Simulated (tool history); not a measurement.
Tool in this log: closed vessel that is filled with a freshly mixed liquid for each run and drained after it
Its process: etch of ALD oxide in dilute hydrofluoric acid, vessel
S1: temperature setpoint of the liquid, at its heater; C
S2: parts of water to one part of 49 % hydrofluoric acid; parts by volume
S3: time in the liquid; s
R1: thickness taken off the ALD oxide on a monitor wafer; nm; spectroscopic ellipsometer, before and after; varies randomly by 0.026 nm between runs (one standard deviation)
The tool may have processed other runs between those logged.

| run | hour | S1 | S2 | S3 | R1 |
|---|---|---|---|---|---|
| 1 | 0.0 | 23.0 | 165 | 95 | 5.1677 |
| 2 | 1.6 | 23.0 | 185 | 95 | 4.4739 |
| 3 | 10.4 | 23.0 | 185 | 70 | 3.2877 |
| 4 | 12.2 | 22.0 | 185 | 70 | 3.1933 |
| 5 | 21.0 | 21.5 | 185 | 70 | 3.1075 |
| 6 | 27.3 | 24.0 | 185 | 70 | 3.4079 |
| 7 | 32.2 | 22.5 | 190 | 70 | 3.1704 |
| 8 | 39.4 | 21.5 | 190 | 70 | 2.9929 |

Predict the results of run 9:
| 9 | 48.4 | 21.0 | 190 | 70 | ? |

Run 9 yielded R1 2.9585 nm.
